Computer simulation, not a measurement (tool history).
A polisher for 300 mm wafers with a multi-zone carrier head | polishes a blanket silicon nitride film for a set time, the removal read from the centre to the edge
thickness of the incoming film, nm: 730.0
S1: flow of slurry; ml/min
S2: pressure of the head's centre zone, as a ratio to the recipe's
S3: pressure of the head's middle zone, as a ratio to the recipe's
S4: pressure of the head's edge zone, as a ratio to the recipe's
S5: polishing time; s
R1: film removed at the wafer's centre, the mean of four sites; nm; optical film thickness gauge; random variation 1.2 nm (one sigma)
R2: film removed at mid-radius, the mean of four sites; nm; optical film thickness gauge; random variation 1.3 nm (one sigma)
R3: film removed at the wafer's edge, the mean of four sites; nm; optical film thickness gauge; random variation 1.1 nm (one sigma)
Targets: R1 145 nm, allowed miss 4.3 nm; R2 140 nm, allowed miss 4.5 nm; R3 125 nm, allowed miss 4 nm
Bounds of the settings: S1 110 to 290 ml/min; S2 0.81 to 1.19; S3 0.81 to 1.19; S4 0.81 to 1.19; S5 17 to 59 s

Run 1, hour 0: S1 185 ml/min, S2 1, S3 1, S4 1, S5 38 s. Result: R1 108.08 nm, R2 100.68 nm, R3 103.9 nm.
Run 2, hour 7.2: S1 185 ml/min, S2 1, S3 0.97, S4 1, S5 38 s. Result: R1 109.29 nm, R2 100.31 nm, R3 102.51 nm.
Run 3, hour 9.4: S1 185 ml/min, S2 1, S3 0.97, S4 1, S5 34 s. Result: R1 95.703 nm, R2 88.143 nm, R3 90.558 nm.
Run 4, hour 11.4: S1 210 ml/min, S2 1.03, S3 1.04, S4 0.98, S5 37 s. Result: R1 110.55 nm, R2 105.02 nm, R3 101.41 nm.
Run 5, hour 13.1: S1 225 ml/min, S2 1.06, S3 1.08, S4 1, S5 38 s. Result: R1 116.58 nm, R2 112.6 nm, R3 103.83 nm.
Run 6, hour 15.4: S1 225 ml/min, S2 1.06, S3 1.05, S4 1, S5 38 s. Result: R1 119.42 nm, R2 109.49 nm, R3 103.05 nm.
Run 7, hour 21.7: S1 225 ml/min, S2 1.07, S3 1.08, S4 1.01, S5 40 s. Result: R1 126.14 nm, R2 118.19 nm, R3 108.93 nm.
Run 8, hour 26.9: S1 230 ml/min, S2 1.07, S3 1.09, S4 1.02, S5 41 s. Result: R1 129.01 nm, R2 122.56 nm, R3 113.93 nm.
Run 9, hour 33.3: S1 275 ml/min, S2 1.14, S3 1.19, S4 1.07, S5 42 s. Result: R1 143.09 nm, R2 136.68 nm, R3 121.48 nm.

5 next moves are on the table. One of them brings every result within its allowed miss. Which?
Run A, hour 39.7: S1 260 ml/min, S2 1.16, S3 1.19, S4 1, S5 41 s. Result: R1 ?, R2 ?, R3 ?.
Run B, hour 39.7: S1 270 ml/min, S2 1.16, S3 1.1, S4 1.11, S5 42 s. Result: R1 ?, R2 ?, R3 ?.
Run C, hour 39.7: S1 280 ml/min, S2 1.1, S3 1.17, S4 1.06, S5 43 s. Result: R1 ?, R2 ?, R3 ?.
Run D, hour 39.7: S1 260 ml/min, S2 1.15, S3 1.19, S4 1.01, S5 41 s. Result: R1 ?, R2 ?, R3 ?.
Run E, hour 39.7: S1 265 ml/min, S2 1.18, S3 1.19, S4 1.04, S5 40 s. Result: R1 ?, R2 ?, R3 ?.

move      R1      R2      R3
   A  142.73  136.63  116.85
   B  146.82  131.35  124.64
   C  143.23  142.43  125.83
   D   141.5  136.63  117.24
   E     142  133.57  115.72
A: further off than the last run
B: brings the result that was furthest off to its target, and leaves another outside
C: meets every target
D: further off than the last run
E: further off than the last run
Answer: C

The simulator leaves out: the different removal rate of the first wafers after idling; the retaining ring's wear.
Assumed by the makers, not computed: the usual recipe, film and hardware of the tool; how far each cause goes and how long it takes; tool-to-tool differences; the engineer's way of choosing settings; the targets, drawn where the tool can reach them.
